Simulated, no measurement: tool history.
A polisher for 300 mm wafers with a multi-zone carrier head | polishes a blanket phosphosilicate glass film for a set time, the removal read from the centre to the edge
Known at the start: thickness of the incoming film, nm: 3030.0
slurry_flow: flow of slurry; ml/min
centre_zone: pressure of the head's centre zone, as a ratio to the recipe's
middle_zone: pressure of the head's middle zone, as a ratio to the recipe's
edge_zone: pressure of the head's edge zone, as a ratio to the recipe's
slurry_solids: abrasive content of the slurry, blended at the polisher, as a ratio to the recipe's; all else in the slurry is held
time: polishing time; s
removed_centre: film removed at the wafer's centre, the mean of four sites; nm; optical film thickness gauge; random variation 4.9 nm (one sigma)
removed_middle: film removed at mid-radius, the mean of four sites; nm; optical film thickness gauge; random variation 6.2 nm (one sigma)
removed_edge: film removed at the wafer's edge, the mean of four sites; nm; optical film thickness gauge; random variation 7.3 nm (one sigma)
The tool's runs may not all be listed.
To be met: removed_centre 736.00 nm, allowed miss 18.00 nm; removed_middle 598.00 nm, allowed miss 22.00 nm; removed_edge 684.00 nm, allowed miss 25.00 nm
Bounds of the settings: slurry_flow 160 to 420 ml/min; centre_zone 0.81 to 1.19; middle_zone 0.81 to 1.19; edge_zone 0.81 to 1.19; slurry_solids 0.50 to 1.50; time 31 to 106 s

run 1 day=0.000 | slurry_flow=270 centre_zone=1.00 middle_zone=1.00 edge_zone=1.00 slurry_solids=1.00 time=68 | removed_centre=573.47 removed_middle=596.28 removed_edge=580.57
run 2 day=0.125 | slurry_flow=270 centre_zone=1.00 middle_zone=1.00 edge_zone=1.00 slurry_solids=1.00 time=55 | removed_centre=466.09 removed_middle=480.51 removed_edge=474.77
run 3 day=0.267 | slurry_flow=280 centre_zone=1.03 middle_zone=0.99 edge_zone=1.03 slurry_solids=1.10 time=55 | removed_centre=493.30 removed_middle=481.07 removed_edge=490.05
run 4 day=0.542 | slurry_flow=280 centre_zone=1.03 middle_zone=1.03 edge_zone=1.03 slurry_solids=1.10 time=55 | removed_centre=491.61 removed_middle=509.89 removed_edge=491.88
run 5 day=0.692 | slurry_flow=280 centre_zone=1.05 middle_zone=1.01 edge_zone=1.05 slurry_solids=1.20 time=57 | removed_centre=542.90 removed_middle=532.83 removed_edge=526.96
run 6 day=0.742 | slurry_flow=280 centre_zone=1.06 middle_zone=0.99 edge_zone=1.07 slurry_solids=1.25 time=59 | removed_centre=567.55 removed_middle=551.81 removed_edge=550.91
run 7 day=0.812 | slurry_flow=305 centre_zone=1.16 middle_zone=0.89 edge_zone=1.17 slurry_solids=1.50 time=68 | removed_centre=768.23 removed_middle=629.35 removed_edge=710.39
run 8 day=0.962 | slurry_flow=300 centre_zone=1.16 middle_zone=0.88 edge_zone=1.16 slurry_solids=1.50 time=68 | removed_centre=765.69 removed_middle=613.85 removed_edge=703.08
run 9 day=1.196 | slurry_flow=295 centre_zone=1.16 middle_zone=0.88 edge_zone=1.15 slurry_solids=1.50 time=68 | removed_centre=757.30 removed_middle=617.00 removed_edge=712.64
run 10 day=1.392 | slurry_flow=300 centre_zone=1.16 middle_zone=0.88 edge_zone=1.15 slurry_solids=1.45 time=68 | removed_centre=757.64 removed_middle=619.81 removed_edge=697.48
run 11 day=1.679 | slurry_flow=295 centre_zone=1.16 middle_zone=0.88 edge_zone=1.15 slurry_solids=1.45 time=68 | removed_centre=756.45 removed_middle=607.64 removed_edge=691.79

Which of these 5 next moves meets every target?
run A day=1.967 | slurry_flow=340 centre_zone=1.18 middle_zone=0.82 edge_zone=1.19 slurry_solids=1.15 time=70 | removed_centre=? removed_middle=? removed_edge=?
run B day=1.967 | slurry_flow=350 centre_zone=1.18 middle_zone=0.90 edge_zone=1.18 slurry_solids=1.25 time=68 | removed_centre=? removed_middle=? removed_edge=?
run C day=1.967 | slurry_flow=210 centre_zone=1.19 middle_zone=0.94 edge_zone=1.10 slurry_solids=1.30 time=68 | removed_centre=? removed_middle=? removed_edge=?
run D day=1.967 | slurry_flow=300 centre_zone=1.19 middle_zone=0.96 edge_zone=1.13 slurry_solids=1.15 time=72 | removed_centre=? removed_middle=? removed_edge=?
run E day=1.967 | slurry_flow=380 centre_zone=1.17 middle_zone=0.84 edge_zone=1.05 slurry_solids=1.45 time=69 | removed_centre=? removed_middle=? removed_edge=?

move=A removed_centre=744.99 removed_middle=549.22 removed_edge=678.42
move=B removed_centre=744.42 removed_middle=589.86 removed_edge=673.43
move=C removed_centre=730.78 removed_middle=596.44 removed_edge=639.60
move=D removed_centre=766.51 removed_middle=634.39 removed_edge=673.84
move=E removed_centre=787.31 removed_middle=596.13 removed_edge=676.56
A: brings the result that was furthest off to its target, and leaves another outside
B: meets every target
C: brings the result that was furthest off to its target, and leaves another outside
D: further off than the last run
E: further off than the last run
The right move is B.
